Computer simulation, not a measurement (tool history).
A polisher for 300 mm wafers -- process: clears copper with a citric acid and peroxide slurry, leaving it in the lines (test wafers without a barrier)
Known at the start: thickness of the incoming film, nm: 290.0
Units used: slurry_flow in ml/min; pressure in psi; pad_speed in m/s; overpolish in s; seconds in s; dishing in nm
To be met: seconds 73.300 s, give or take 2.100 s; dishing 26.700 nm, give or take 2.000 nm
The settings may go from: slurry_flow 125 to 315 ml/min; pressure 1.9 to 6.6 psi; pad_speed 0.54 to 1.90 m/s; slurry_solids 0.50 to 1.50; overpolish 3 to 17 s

{"run": 1, "hour": 0.0, "slurry_flow": 205, "pressure": 4.2, "pad_speed": 1.22, "slurry_solids": 1.0, "overpolish": 9, "seconds": 98.179, "dishing": 20.881}
{"run": 2, "hour": 3.8, "slurry_flow": 165, "pressure": 4.2, "pad_speed": 1.22, "slurry_solids": 1.0, "overpolish": 9, "seconds": 100.33, "dishing": 19.879}
{"run": 3, "hour": 11.1, "slurry_flow": 165, "pressure": 4.2, "pad_speed": 1.22, "slurry_solids": 1.15, "overpolish": 9, "seconds": 97.39, "dishing": 20.804}
{"run": 4, "hour": 16.7, "slurry_flow": 165, "pressure": 4.2, "pad_speed": 1.22, "slurry_solids": 1.15, "overpolish": 11, "seconds": 97.053, "dishing": 25.47}
{"run": 5, "hour": 25.4, "slurry_flow": 165, "pressure": 4.2, "pad_speed": 1.22, "slurry_solids": 1.3, "overpolish": 11, "seconds": 96.23, "dishing": 25.531}
{"run": 6, "hour": 29.4, "slurry_flow": 135, "pressure": 4.2, "pad_speed": 1.22, "slurry_solids": 1.3, "overpolish": 11, "seconds": 98.449, "dishing": 24.267}
{"run": 7, "hour": 32.7, "slurry_flow": 155, "pressure": 4.4, "pad_speed": 1.22, "slurry_solids": 1.3, "overpolish": 10, "seconds": 92.108, "dishing": 23.505}
{"run": 8, "hour": 35.8, "slurry_flow": 165, "pressure": 4.6, "pad_speed": 1.22, "slurry_solids": 1.3, "overpolish": 10, "seconds": 87.516, "dishing": 24.78}
{"run": 9, "hour": 36.5, "slurry_flow": 165, "pressure": 4.6, "pad_speed": 1.22, "slurry_solids": 1.3, "overpolish": 10, "seconds": 88.428, "dishing": 25.96}
{"run": 10, "hour": 42.3, "slurry_flow": 175, "pressure": 4.8, "pad_speed": 1.22, "slurry_solids": 1.3, "overpolish": 9, "seconds": 84.019, "dishing": 23.86}

Of the 4 settings listed for the next run, only one would bring every result within its allowed miss of target. Which one?
{"run": "A", "hour": 48.1, "slurry_flow": 200, "pressure": 5.4, "pad_speed": 1.36, "slurry_solids": 1.3, "overpolish": 9, "seconds": "?", "dishing": "?"}
{"run": "B", "hour": 48.1, "slurry_flow": 190, "pressure": 4.5, "pad_speed": 1.12, "slurry_solids": 1.35, "overpolish": 8, "seconds": "?", "dishing": "?"}
{"run": "C", "hour": 48.1, "slurry_flow": 225, "pressure": 5.3, "pad_speed": 1.36, "slurry_solids": 1.2, "overpolish": 9, "seconds": "?", "dishing": "?"}
{"run": "D", "hour": 48.1, "slurry_flow": 200, "pressure": 4.4, "pad_speed": 1.5, "slurry_solids": 1.35, "overpolish": 9, "seconds": "?", "dishing": "?"}

move=A seconds=66.399 dishing=28.251
move=B seconds=95.574 dishing=18.333
move=C seconds=67.882 dishing=27.705
move=D seconds=73.234 dishing=25.830
A: the result that was furthest off in the last run now lies on the other side of its target
B: lands further from the targets than the last run did
C: the result that was furthest off in the last run now lies on the other side of its target
D: each result inside its tolerance
Move D is the one to make.
